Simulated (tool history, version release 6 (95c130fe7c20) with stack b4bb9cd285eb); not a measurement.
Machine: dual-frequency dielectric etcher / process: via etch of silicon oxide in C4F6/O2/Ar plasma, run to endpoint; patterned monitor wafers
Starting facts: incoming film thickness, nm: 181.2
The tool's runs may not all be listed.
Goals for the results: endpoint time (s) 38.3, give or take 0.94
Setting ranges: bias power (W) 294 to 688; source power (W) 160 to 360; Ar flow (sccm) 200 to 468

| run | hour | bias power (W) | source power (W) | Ar flow (sccm) | endpoint time (s) |
|---|---|---|---|---|---|
| 1 | 0 | 491 | 260 | 334 | 46.1 |
| 2 | 5.4 | 526 | 270 | 330 | 44.597 |
| 3 | 9.5 | 479 | 270 | 330 | 45.405 |
| 4 | 15.4 | 431 | 270 | 330 | 46.779 |
| 5 | 23.2 | 431 | 270 | 305 | 46.388 |
| 6 | 24.2 | 431 | 270 | 357 | 47.554 |
| 7 | 28 | 469 | 280 | 350 | 45.823 |
| 8 | 29.1 | 501 | 290 | 342 | 44.3 |
| 9 | 33.2 | 501 | 290 | 342 | 44.21 |

Below are 4 possible settings for the next run. Only one of them brings all results inside the allowed miss of their targets. Which is it?
| A | 37.3 | 557 | 320 | 220 | ? |
| B | 37.3 | 507 | 320 | 297 | ? |
| C | 37.3 | 520 | 310 | 272 | ? |
| D | 37.3 | 673 | 260 | 280 | ? |

| move | endpoint time (s) |
|---|---|
| A | 37.702 |
| B | 41.203 |
| C | 40.69 |
| D | 40.394 |
A: all results land within tolerance of their targets
B: closes in on the targets versus the last run, not all within tolerance yet
C: closes in on the targets versus the last run, not all within tolerance yet
D: closes in on the targets versus the last run, not all within tolerance yet
The move that meets every target is A.
